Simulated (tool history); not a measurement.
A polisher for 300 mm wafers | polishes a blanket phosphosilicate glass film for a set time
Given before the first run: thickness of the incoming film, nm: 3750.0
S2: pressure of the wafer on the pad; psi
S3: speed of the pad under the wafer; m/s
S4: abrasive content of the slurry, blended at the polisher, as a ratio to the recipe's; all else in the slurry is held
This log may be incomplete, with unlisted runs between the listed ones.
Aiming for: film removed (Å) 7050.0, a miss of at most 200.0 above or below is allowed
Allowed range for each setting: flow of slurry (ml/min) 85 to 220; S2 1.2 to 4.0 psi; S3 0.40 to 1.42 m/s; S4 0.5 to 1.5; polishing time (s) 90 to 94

run 1 hour=0.0 | flow_of_slurry_(ml/min)=140 S2=2.6 S3=0.90 S4=1.0 polishing_time_(s)=90 | film_removed_(Å)=5018.0
run 2 hour=7.2 | flow_of_slurry_(ml/min)=140 S2=2.6 S3=0.90 S4=1.0 polishing_time_(s)=94 | film_removed_(Å)=5271.4
run 3 hour=8.9 | flow_of_slurry_(ml/min)=150 S2=2.8 S3=0.90 S4=1.0 polishing_time_(s)=94 | film_removed_(Å)=5643.5
run 4 hour=11.4 | flow_of_slurry_(ml/min)=150 S2=2.8 S3=0.78 S4=1.0 polishing_time_(s)=94 | film_removed_(Å)=4987.2
run 5 hour=12.1 | flow_of_slurry_(ml/min)=150 S2=3.1 S3=0.78 S4=1.0 polishing_time_(s)=94 | film_removed_(Å)=5383.2
run 6 hour=14.9 | flow_of_slurry_(ml/min)=150 S2=3.1 S3=0.78 S4=1.0 polishing_time_(s)=90 | film_removed_(Å)=5160.8
run 7 hour=21.2 | flow_of_slurry_(ml/min)=155 S2=3.3 S3=0.78 S4=1.0 polishing_time_(s)=90 | film_removed_(Å)=5549.1
-- hour=25.2 worn pad replaced by a new one
run 8 hour=25.2 | flow_of_slurry_(ml/min)=160 S2=3.5 S3=0.78 S4=1.0 polishing_time_(s)=90 | film_removed_(Å)=6661.9

Of the 4 settings listed for the next run, only one would bring every result within its allowed miss of target. Which one?
run A hour=29.2 | flow_of_slurry_(ml/min)=150 S2=4.0 S3=0.64 S4=0.9 polishing_time_(s)=93 | film_removed_(Å)=?
run B hour=29.2 | flow_of_slurry_(ml/min)=170 S2=3.7 S3=0.68 S4=1.1 polishing_time_(s)=93 | film_removed_(Å)=?
run C hour=29.2 | flow_of_slurry_(ml/min)=160 S2=3.4 S3=0.82 S4=1.0 polishing_time_(s)=93 | film_removed_(Å)=?
run D hour=29.2 | flow_of_slurry_(ml/min)=155 S2=3.5 S3=0.74 S4=1.0 polishing_time_(s)=90 | film_removed_(Å)=?

move=A film_removed_(Å)=6207.8
move=B film_removed_(Å)=6693.9
move=C film_removed_(Å)=6948.9
move=D film_removed_(Å)=6309.5
A: its largest miss is bigger than the last run's
B: better than the last run, though not everything is in spec
C: each result inside its tolerance
D: its largest miss is bigger than the last run's
The move that meets every target is C.

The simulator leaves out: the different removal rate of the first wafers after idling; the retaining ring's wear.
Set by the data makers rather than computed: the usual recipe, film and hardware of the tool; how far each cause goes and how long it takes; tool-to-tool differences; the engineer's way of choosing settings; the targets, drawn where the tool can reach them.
